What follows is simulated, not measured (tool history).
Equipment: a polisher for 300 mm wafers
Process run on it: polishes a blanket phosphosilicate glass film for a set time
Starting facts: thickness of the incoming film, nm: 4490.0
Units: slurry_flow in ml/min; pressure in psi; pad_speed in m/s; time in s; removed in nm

{"run": 1, "day": 0.0, "slurry_flow": 245, "pressure": 3.9, "pad_speed": 1.26, "slurry_solids": 1, "time": 48, "removed": 509.72}
{"run": 2, "day": 0.312, "slurry_flow": 245, "pressure": 3.9, "pad_speed": 1.26, "slurry_solids": 1, "time": 48, "removed": 505.51}
{"run": 3, "day": 0.562, "slurry_flow": 245, "pressure": 4.2, "pad_speed": 1.26, "slurry_solids": 1, "time": 48, "removed": 533.52}
{"run": 4, "day": 0.629, "slurry_flow": 245, "pressure": 4.8, "pad_speed": 1.26, "slurry_solids": 1, "time": 48, "removed": 580.17}
{"run": 5, "day": 1.0, "slurry_flow": 245, "pressure": 5, "pad_speed": 1.26, "slurry_solids": 1, "time": 48, "removed": 600.87}
{"run": 6, "day": 1.125, "slurry_flow": 245, "pressure": 5, "pad_speed": 1.26, "slurry_solids": 1, "time": 48, "removed": 591.02}
{"run": 7, "day": 1.329, "slurry_flow": 245, "pressure": 5.2, "pad_speed": 1.26, "slurry_solids": 1, "time": 48, "removed": 616.21}

Estimate the outcome of run 8 from the log above:
{"run": 8, "day": 1.612, "slurry_flow": 245, "pressure": 5.3, "pad_speed": 1.26, "slurry_solids": 1, "time": 48, "removed": "?"}

{"run 8": {"removed": 612.44}}
